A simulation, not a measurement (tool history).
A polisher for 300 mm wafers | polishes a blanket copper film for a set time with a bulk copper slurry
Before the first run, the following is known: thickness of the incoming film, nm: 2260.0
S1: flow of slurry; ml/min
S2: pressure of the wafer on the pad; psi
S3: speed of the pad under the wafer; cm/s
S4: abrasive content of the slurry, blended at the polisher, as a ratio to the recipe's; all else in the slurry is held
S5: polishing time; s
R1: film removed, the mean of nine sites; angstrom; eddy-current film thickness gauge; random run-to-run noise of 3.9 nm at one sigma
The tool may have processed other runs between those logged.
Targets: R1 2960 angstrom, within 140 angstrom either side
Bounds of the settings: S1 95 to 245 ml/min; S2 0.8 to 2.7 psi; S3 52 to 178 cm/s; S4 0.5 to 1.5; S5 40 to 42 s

{"run": 1, "hour": 0.0, "S1": 155, "S2": 1.7, "S3": 114, "S4": 1, "S5": 40, "R1": 2247.1}
{"run": 2, "hour": 7.6, "S1": 155, "S2": 1.7, "S3": 114, "S4": 1.2, "S5": 40, "R1": 2301.2}
{"run": 3, "hour": 14.5, "S1": 135, "S2": 1.7, "S3": 114, "S4": 1.2, "S5": 40, "R1": 2303.9}
{"run": 4, "hour": 18.0, "S1": 135, "S2": 1.8, "S3": 114, "S4": 1.2, "S5": 40, "R1": 2420.2}
{"run": 5, "hour": 21.7, "S1": 135, "S2": 1.8, "S3": 114, "S4": 1.1, "S5": 40, "R1": 2376.9}
{"run": 6, "hour": 24.5, "S1": 135, "S2": 1.8, "S3": 90, "S4": 1.1, "S5": 40, "R1": 1898.4}
{"run": 7, "hour": 25.8, "S1": 135, "S2": 2, "S3": 90, "S4": 1.1, "S5": 40, "R1": 2056.1}
{"run": 8, "hour": 28.7, "S1": 135, "S2": 2.2, "S3": 92, "S4": 1.1, "S5": 40, "R1": 2253.3}
{"run": 9, "hour": 30.0, "S1": 135, "S2": 2.3, "S3": 94, "S4": 1.1, "S5": 40, "R1": 2400.2}
{"run": 10, "hour": 31.1, "S1": 135, "S2": 2.4, "S3": 96, "S4": 1.1, "S5": 40, "R1": 2543.5}

Exactly one of the 5 candidate moves below puts every result within its allowed miss. Which one?
{"run": "A", "hour": 32.2, "S1": 120, "S2": 2.3, "S3": 80, "S4": 1.15, "S5": 40, "R1": "?"}
{"run": "B", "hour": 32.2, "S1": 165, "S2": 2.6, "S3": 70, "S4": 1.35, "S5": 40, "R1": "?"}
{"run": "C", "hour": 32.2, "S1": 105, "S2": 2.5, "S3": 82, "S4": 0.8, "S5": 41, "R1": "?"}
{"run": "D", "hour": 32.2, "S1": 95, "S2": 2.4, "S3": 110, "S4": 1.15, "S5": 42, "R1": "?"}
{"run": "E", "hour": 32.2, "S1": 95, "S2": 2.6, "S3": 114, "S4": 1.3, "S5": 41, "R1": "?"}

move=A R1=2028.7
move=B R1=2125.8
move=C R1=2076.9
move=D R1=2910.3
move=E R1=3228
A: misses by more than the last run did
B: misses by more than the last run did
C: misses by more than the last run did
D: all results in spec
E: pushes the last run's worst result past its target
Correct choice: D, which meets every target

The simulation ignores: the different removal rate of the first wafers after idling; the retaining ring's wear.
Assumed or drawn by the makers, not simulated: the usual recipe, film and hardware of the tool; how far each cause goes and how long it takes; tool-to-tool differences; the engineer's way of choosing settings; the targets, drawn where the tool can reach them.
